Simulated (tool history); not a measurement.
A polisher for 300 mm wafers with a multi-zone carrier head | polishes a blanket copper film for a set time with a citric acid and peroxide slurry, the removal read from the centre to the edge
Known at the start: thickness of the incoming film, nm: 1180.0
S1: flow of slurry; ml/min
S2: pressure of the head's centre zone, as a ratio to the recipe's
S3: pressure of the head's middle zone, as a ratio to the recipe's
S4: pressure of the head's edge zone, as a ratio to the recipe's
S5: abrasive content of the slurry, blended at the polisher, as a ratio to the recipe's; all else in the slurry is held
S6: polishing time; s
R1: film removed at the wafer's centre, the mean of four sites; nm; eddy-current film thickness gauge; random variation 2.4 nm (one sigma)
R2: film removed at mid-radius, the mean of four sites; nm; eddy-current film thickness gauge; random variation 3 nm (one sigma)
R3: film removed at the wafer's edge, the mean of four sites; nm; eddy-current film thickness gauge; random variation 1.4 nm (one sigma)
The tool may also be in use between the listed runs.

run,hour,S1,S2,S3,S4,S5,S6,R1,R2,R3
1,0.0,120,1.00,1.00,1.00,1.00,83,195.64,184.05,193.26
2,7.9,145,1.00,1.00,1.00,1.00,83,206.22,198.93,197.12
3,9.7,150,0.96,1.03,1.03,1.05,83,199.79,206.47,201.44
4,14.1,135,0.96,1.03,1.03,1.05,83,197.24,204.70,197.96
5,17.4,150,0.96,1.03,1.03,1.05,83,195.66,207.27,201.29
6,24.8,150,0.96,1.03,1.03,1.05,70,168.95,173.82,170.35
7,28.7,150,0.94,1.05,1.06,1.15,73,175.55,188.48,183.99
8,30.5,155,0.93,1.08,1.08,1.25,74,176.20,197.51,193.90
9,37.6,160,0.93,1.11,1.08,1.30,75,185.28,211.09,196.82
10,45.2,165,0.92,1.13,1.10,1.35,75,186.26,217.91,202.01

Run 11 comes next. What will it give?
11,48.7,165,0.92,1.13,1.10,1.35,75,?,?,?

R1: 183.41 nm
R2: 221.53 nm
R3: 201.00 nm
